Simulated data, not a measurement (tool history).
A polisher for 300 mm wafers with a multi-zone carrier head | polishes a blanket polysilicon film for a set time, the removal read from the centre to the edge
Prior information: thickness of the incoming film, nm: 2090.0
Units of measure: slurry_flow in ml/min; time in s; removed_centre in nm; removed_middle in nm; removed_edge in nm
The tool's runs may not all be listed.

run  hour  slurry_flow  centre_zone  middle_zone  edge_zone  time  removed_centre  removed_middle  removed_edge
  1   0.0          305         1.00         1.00       1.00    34          236.94          227.32        225.16
  2   8.9          315         1.03         1.02       1.05    35          246.35          236.41        237.49
  3  15.1          320         1.06         1.03       1.08    36          271.53          250.59        246.49
  4  21.8          325         1.06         1.03       1.11    37          268.84          251.08        253.79
  5  22.5          325         1.07         1.03       1.12    38          284.76          257.80        263.54
  6  24.6          325         1.07         1.03       1.06    38          286.19          263.06        257.93
  7  25.5          325         1.07         1.03       1.09    38          279.92          262.55        261.54
  8  33.7          325         1.08         1.03       1.11    38          286.34          261.16        264.13
  9  35.8          325         1.08         1.04       1.13    38          282.14          266.71        266.18
 10  42.4          325         1.09         1.04       1.14    38          289.06          262.90        264.04
 11  44.8          330         1.09         1.04       1.15    38          287.11          264.31        270.74

Run 12 has not been measured yet. What should we expect?
 12  50.6          340         1.10         1.04       1.16    38               ?               ?             ?

Run 12 yielded removed_centre 289.85 nm, removed_middle 261.15 nm, removed_edge 272.41 nm.
